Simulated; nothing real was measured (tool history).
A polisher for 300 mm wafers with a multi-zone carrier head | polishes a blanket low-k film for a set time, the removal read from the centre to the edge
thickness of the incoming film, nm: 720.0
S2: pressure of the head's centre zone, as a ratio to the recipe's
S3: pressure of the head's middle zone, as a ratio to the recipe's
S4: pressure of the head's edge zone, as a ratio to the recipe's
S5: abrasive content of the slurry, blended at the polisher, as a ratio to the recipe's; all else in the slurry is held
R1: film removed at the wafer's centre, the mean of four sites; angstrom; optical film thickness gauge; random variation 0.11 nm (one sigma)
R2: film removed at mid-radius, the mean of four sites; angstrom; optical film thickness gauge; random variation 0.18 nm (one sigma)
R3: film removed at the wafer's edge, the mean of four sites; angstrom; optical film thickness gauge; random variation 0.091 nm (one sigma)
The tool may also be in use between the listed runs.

{"run": 1, "hour": 0.0, "flow of slurry (ml/min)": 165, "S2": 1.0, "S3": 1.0, "S4": 1.0, "S5": 1.0, "polishing time (s)": 73, "R1": 207.85, "R2": 200.7, "R3": 211.47}
{"run": 2, "hour": 7.5, "flow of slurry (ml/min)": 165, "S2": 1.01, "S3": 1.0, "S4": 0.96, "S5": 0.9, "polishing time (s)": 71, "R1": 193.54, "R2": 187.19, "R3": 186.83}
{"run": 3, "hour": 16.2, "flow of slurry (ml/min)": 165, "S2": 1.01, "S3": 1.07, "S4": 0.96, "S5": 0.9, "polishing time (s)": 71, "R1": 190.45, "R2": 197.71, "R3": 188.12}
{"run": 4, "hour": 23.1, "flow of slurry (ml/min)": 165, "S2": 1.01, "S3": 1.07, "S4": 0.88, "S5": 0.9, "polishing time (s)": 71, "R1": 192.56, "R2": 195.77, "R3": 179.06}
{"run": 5, "hour": 27.1, "flow of slurry (ml/min)": 160, "S2": 1.01, "S3": 1.04, "S4": 0.87, "S5": 0.8, "polishing time (s)": 71, "R1": 173.64, "R2": 169.42, "R3": 163.75}
{"run": 6, "hour": 30.9, "flow of slurry (ml/min)": 160, "S2": 1.01, "S3": 1.04, "S4": 0.87, "S5": 0.8, "polishing time (s)": 55, "R1": 136.31, "R2": 136.83, "R3": 126.59}
{"run": 7, "hour": 31.7, "flow of slurry (ml/min)": 175, "S2": 1.02, "S3": 1.03, "S4": 0.88, "S5": 0.8, "polishing time (s)": 55, "R1": 138.37, "R2": 138.24, "R3": 128.36}
{"run": 8, "hour": 34.5, "flow of slurry (ml/min)": 185, "S2": 1.04, "S3": 1.02, "S4": 0.9, "S5": 0.8, "polishing time (s)": 55, "R1": 143.86, "R2": 134.47, "R3": 131.73}
{"run": 9, "hour": 38.0, "flow of slurry (ml/min)": 195, "S2": 1.05, "S3": 1.03, "S4": 0.9, "S5": 0.8, "polishing time (s)": 55, "R1": 145.89, "R2": 139.01, "R3": 131.88}
{"run": 10, "hour": 43.2, "flow of slurry (ml/min)": 200, "S2": 1.06, "S3": 1.03, "S4": 0.91, "S5": 0.8, "polishing time (s)": 55, "R1": 148.42, "R2": 136.74, "R3": 133.01}
{"run": 11, "hour": 51.2, "flow of slurry (ml/min)": 205, "S2": 1.07, "S3": 1.04, "S4": 0.91, "S5": 0.8, "polishing time (s)": 55, "R1": 152.71, "R2": 141.71, "R3": 133.7}

Run 12 comes next. What will it give?
{"run": 12, "hour": 59.4, "flow of slurry (ml/min)": 210, "S2": 1.07, "S3": 1.04, "S4": 0.91, "S5": 0.8, "polishing time (s)": 55, "R1": "?", "R2": "?", "R3": "?"}

R1: 150.34 angstrom
R2: 139.24 angstrom
R3: 134.48 angstrom

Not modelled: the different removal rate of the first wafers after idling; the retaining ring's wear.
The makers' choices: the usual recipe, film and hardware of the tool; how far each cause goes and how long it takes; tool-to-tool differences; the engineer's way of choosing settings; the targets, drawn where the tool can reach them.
